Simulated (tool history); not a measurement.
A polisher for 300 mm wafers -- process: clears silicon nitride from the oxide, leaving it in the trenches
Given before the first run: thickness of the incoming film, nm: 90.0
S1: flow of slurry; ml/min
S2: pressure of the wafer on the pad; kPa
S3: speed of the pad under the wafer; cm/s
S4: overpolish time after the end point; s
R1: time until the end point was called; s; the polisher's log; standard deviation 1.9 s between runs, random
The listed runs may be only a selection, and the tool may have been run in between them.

| run | hour | S1 | S2 | S3 | S4 | R1 |
|---|---|---|---|---|---|---|
| 1 | 0 | 230 | 21.4 | 130 | 22 | 82.273 |
| 2 | 3.4 | 230 | 18.6 | 124 | 22 | 99.606 |
| 3 | 8.7 | 230 | 16.5 | 122 | 22 | 109.32 |
| 4 | 12.5 | 230 | 14.5 | 118 | 22 | 129.03 |
|  | 16.8 | worn pad replaced by a new one |
| 5 | 16.8 | 195 | 14.5 | 118 | 22 | 125.47 |
| 6 | 20.3 | 170 | 14.5 | 118 | 22 | 126.79 |

What will run 7 give?
| 7 | 22.3 | 170 | 13.1 | 116 | 22 | ? |

R1: 142.98 s
